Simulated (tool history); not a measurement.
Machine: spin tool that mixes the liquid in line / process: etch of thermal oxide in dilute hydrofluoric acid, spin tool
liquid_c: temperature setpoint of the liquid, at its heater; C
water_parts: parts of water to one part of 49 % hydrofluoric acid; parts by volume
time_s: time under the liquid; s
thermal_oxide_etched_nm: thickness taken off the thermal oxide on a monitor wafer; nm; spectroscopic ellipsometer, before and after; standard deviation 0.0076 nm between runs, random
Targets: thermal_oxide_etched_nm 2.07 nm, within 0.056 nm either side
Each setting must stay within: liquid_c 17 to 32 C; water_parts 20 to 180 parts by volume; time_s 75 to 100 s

| run | hour | liquid_c | water_parts | time_s | thermal_oxide_etched_nm |
|---|---|---|---|---|---|
| 1 | 0 | 24 | 100 | 100 | 4.4874 |
| 2 | 3.4 | 24 | 85 | 100 | 5.3896 |
| 3 | 7.6 | 24 | 85 | 75 | 4.0462 |
| 4 | 16.3 | 24 | 85 | 100 | 5.3902 |
| 5 | 19.5 | 26 | 85 | 100 | 5.8539 |
| 6 | 26.4 | 26 | 85 | 100 | 5.8371 |
| 7 | 28.7 | 25 | 90 | 100 | 5.2481 |
| 8 | 37 | 24 | 95 | 100 | 4.7493 |
| 9 | 45.2 | 23 | 100 | 100 | 4.3515 |
| 10 | 54.1 | 22.5 | 105 | 100 | 3.9998 |
| 11 | 59.6 | 22 | 110 | 100 | 3.722 |
| 12 | 64.7 | 18 | 150 | 100 | 2.2336 |

Which of these 4 next moves meets every target?
| A | 69.8 | 17 | 145 | 100 | ? |
| B | 69.8 | 20 | 165 | 90 | ? |
| C | 69.8 | 21 | 180 | 95 | ? |
| D | 69.8 | 17.5 | 130 | 80 | ? |

| move | thermal_oxide_etched_nm |
|---|---|
| A | 2.2259 |
| B | 1.9473 |
| C | 1.9294 |
| D | 2.0579 |
A: just as far off the targets as the last run
B: takes the biggest miss from the last run beyond its target
C: takes the biggest miss from the last run beyond its target
D: every result within its allowed miss
The right move is D.
